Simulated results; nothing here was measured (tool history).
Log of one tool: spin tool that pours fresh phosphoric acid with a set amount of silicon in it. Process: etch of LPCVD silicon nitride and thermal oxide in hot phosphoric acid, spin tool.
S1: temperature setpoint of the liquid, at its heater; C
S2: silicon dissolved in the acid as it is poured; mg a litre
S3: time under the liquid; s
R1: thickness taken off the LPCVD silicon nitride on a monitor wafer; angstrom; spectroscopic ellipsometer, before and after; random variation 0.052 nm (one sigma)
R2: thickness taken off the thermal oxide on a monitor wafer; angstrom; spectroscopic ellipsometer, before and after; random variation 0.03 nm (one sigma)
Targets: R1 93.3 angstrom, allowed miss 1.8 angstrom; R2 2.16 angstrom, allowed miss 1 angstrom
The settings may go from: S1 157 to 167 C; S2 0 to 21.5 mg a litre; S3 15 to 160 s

run  hour     S1    S2   S3      R1      R2
  1     0    162   9.5   80  70.596   1.505
  2   8.8    162  14.5   80  70.349  1.7361
  3  16.3  162.5  13.5   80  71.794  1.8395
  4  19.5  164.5  13.5   80  76.462  1.8168
  5  27.5  164.5  13.5  110  106.04  2.3391
  6  35.4    166  13.5  110   110.9  3.3321
  7  37.4  165.5  13.5  110  109.17  3.1344
  8  42.1    165  13.5  110  107.93  2.2116
  9    44  164.5    13  105  101.57  2.3498
 10  47.1    164  13.5  105  99.516  2.2571
 11  48.4  163.5  14.5  105   97.74  2.3994

5 next moves are on the table. One of them brings every result within its allowed miss. Which?
  A  49.7  161.5  17  120   ?   ?
  B  49.7  163.5  13   95   ?   ?
  C  49.7    164  12  110   ?   ?
  D  49.7  159.5   0  125   ?   ?
  E  49.7    158   0  120   ?   ?

move      R1      R2
   A  103.75  1.5197
   B  87.834  1.5417
   C  103.41  1.8961
   D     101  1.9734
   E  92.128  1.6922
A: further off than the last run
B: takes the result that was furthest off past its target
C: further off than the last run
D: further off than the last run
E: meets every target
Answer: E
